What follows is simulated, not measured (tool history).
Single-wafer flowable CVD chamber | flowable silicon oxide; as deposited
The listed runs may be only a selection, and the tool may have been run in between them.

| run | hour | heater temperature setpoint (°C) | chamber pressure (mTorr) | RF power (W) | deposition time (s) | mean film thickness on the monitor wafer (Å) |
|---|---|---|---|---|---|---|
| 1 | 0.0 | 95 | 756 | 2045 | 1240 | 7467.0 |
| 2 | 1.5 | 87 | 756 | 2045 | 1240 | 9987.7 |
| 3 | 6.2 | 87 | 756 | 2045 | 1280 | 10364.0 |
| 4 | 13.0 | 93 | 755 | 2045 | 1280 | 8339.5 |
| 5 | 17.6 | 93 | 755 | 2045 | 1240 | 8119.2 |
| 6 | 18.8 | 98 | 754 | 2045 | 1240 | 6677.7 |
| 7 | 20.1 | 102 | 754 | 2045 | 1240 | 5743.7 |
| 8 | 25.0 | 105 | 754 | 2045 | 1240 | 5122.0 |

Run 9, settings as shown, results not yet in. Your forecast:
| 9 | 26.8 | 117 | 753 | 2045 | 1240 | ? |

{"run 9": {"mean film thickness on the monitor wafer (Å)": 3321.9}}
